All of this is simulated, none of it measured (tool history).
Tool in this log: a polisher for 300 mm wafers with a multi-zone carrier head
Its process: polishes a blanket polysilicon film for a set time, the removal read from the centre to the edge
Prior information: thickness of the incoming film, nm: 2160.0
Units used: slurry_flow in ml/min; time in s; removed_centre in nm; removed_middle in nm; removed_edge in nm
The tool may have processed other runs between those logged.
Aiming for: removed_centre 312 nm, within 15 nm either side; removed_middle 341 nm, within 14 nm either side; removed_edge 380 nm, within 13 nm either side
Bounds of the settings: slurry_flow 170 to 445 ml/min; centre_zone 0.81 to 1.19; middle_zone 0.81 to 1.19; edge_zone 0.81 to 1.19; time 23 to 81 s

| run | day | slurry_flow | centre_zone | middle_zone | edge_zone | time | removed_centre | removed_middle | removed_edge |
|---|---|---|---|---|---|---|---|---|---|
| 1 | 0 | 285 | 1 | 1 | 1 | 52 | 416.27 | 412.26 | 419.51 |
| 2 | 0.3 | 280 | 0.98 | 0.99 | 1 | 51 | 399.37 | 399.94 | 415.93 |
| 3 | 0.65 | 280 | 0.98 | 1.03 | 1 | 51 | 388.37 | 417.73 | 419.2 |
| 4 | 0.671 | 280 | 0.98 | 1.03 | 1 | 63 | 494.98 | 520.01 | 513.28 |
| 5 | 1.017 | 275 | 0.96 | 1.01 | 1 | 61 | 463.15 | 494.98 | 504.66 |
| 6 | 1.346 | 275 | 0.95 | 1 | 0.99 | 59 | 430.66 | 467.8 | 481.73 |
| 7 | 1.621 | 275 | 0.94 | 0.99 | 0.98 | 57 | 414.22 | 446.32 | 460.14 |
| 8 | 1.962 | 245 | 0.84 | 0.89 | 0.97 | 46 | 297.47 | 330.22 | 367.19 |

Exercise: of the 4 proposed moves below, exactly one satisfies all targets within the stated allowed misses. Which move is it?
| A | 2.304 | 240 | 0.89 | 0.88 | 0.95 | 45 | ? | ? | ? |
| B | 2.304 | 195 | 0.82 | 0.82 | 1.02 | 49 | ? | ? | ? |
| C | 2.304 | 230 | 0.86 | 0.91 | 0.99 | 48 | ? | ? | ? |
| D | 2.304 | 310 | 0.88 | 0.82 | 0.84 | 46 | ? | ? | ? |

| move | removed_centre | removed_middle | removed_edge |
|---|---|---|---|
| A | 300.27 | 310.65 | 359.35 |
| B | 290.13 | 309.06 | 395.5 |
| C | 307.39 | 338.69 | 389 |
| D | 313.75 | 308.96 | 355.61 |
A: further off than the last run
B: takes the biggest miss from the last run beyond its target
C: all results land within tolerance of their targets
D: further off than the last run
C is the move that brings every result within its allowed miss.

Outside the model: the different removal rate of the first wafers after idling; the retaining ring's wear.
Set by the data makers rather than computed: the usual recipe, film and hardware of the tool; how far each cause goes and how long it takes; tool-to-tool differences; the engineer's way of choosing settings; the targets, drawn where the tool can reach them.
